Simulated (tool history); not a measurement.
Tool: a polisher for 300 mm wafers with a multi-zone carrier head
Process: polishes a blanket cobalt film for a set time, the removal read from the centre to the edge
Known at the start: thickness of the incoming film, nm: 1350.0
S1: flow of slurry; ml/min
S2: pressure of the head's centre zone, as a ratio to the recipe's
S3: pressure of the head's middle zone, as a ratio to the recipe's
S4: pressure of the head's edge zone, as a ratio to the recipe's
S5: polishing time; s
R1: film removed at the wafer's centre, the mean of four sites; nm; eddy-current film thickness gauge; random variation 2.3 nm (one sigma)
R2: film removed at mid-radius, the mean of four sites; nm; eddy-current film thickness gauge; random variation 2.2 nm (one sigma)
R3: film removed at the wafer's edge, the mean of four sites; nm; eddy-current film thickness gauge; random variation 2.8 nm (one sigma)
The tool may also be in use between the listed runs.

run,hour,S1,S2,S3,S4,S5,R1,R2,R3
1,0.0,275,1.00,1.00,1.00,59,232.89,232.72,237.44
2,5.5,290,1.01,1.04,1.03,61,246.40,252.94,251.17
3,6.8,290,1.01,1.04,1.03,75,302.21,307.06,306.60
4,14.7,290,1.01,1.04,1.03,69,271.80,285.64,278.32
5,18.1,290,1.01,1.04,1.08,69,278.99,287.75,290.20
6,24.8,290,1.01,0.99,1.08,69,277.57,274.06,291.19
7,26.2,305,1.01,1.02,1.07,69,277.44,283.07,285.61
8,34.4,315,1.01,1.04,1.07,69,276.33,285.16,286.93

Run 9 comes next. What will it give?
9,39.9,315,1.01,1.07,1.07,69,?,?,?

Run 9 gave R1 281.67 nm, R2 295.25 nm, R3 286.30 nm.
